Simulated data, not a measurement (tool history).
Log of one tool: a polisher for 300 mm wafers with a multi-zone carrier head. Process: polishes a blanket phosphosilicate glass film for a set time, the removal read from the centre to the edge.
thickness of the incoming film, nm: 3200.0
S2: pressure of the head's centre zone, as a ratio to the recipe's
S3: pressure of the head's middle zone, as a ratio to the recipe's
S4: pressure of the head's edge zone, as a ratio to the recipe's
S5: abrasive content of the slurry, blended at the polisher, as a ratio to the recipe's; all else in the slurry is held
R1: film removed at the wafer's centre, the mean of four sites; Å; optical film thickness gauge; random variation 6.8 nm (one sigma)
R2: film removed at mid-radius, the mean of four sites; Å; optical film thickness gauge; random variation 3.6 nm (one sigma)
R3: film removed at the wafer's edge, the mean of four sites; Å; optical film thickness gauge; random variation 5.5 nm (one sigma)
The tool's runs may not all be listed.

run 1 hour=0 | flow_of_slurry_(ml/min)=275 S2=1 S3=1 S4=1 S5=1 polishing_time_(s)=71 | R1=6615 R2=6573.9 R3=6511
run 2 hour=4.6 | flow_of_slurry_(ml/min)=270 S2=1.01 S3=0.98 S4=0.97 S5=0.95 polishing_time_(s)=71 | R1=6472.7 R2=6348.3 R3=6197.1
run 3 hour=11.1 | flow_of_slurry_(ml/min)=215 S2=1.01 S3=0.98 S4=0.97 S5=0.95 polishing_time_(s)=71 | R1=6323.8 R2=6124.8 R3=6154.3
run 4 hour=11.6 | flow_of_slurry_(ml/min)=215 S2=1.01 S3=1.01 S4=0.97 S5=0.95 polishing_time_(s)=71 | R1=6330.1 R2=6196.2 R3=6012.1
run 5 hour=18.7 | flow_of_slurry_(ml/min)=215 S2=1.01 S3=1.01 S4=0.97 S5=0.95 polishing_time_(s)=63 | R1=5582.4 R2=5474.3 R3=5415.6
run 6 hour=25.3 | flow_of_slurry_(ml/min)=215 S2=1.01 S3=1.01 S4=0.88 S5=0.95 polishing_time_(s)=63 | R1=5603 R2=5474.3 R3=5085

Run 7 has not been measured yet. What should we expect?
run 7 hour=28.3 | flow_of_slurry_(ml/min)=220 S2=1.03 S3=1 S4=0.89 S5=0.95 polishing_time_(s)=63 | R1=? R2=? R3=?

For run 7 the tool returned R1 5741.3 Å, R2 5532.6 Å, R3 5322.4 Å.

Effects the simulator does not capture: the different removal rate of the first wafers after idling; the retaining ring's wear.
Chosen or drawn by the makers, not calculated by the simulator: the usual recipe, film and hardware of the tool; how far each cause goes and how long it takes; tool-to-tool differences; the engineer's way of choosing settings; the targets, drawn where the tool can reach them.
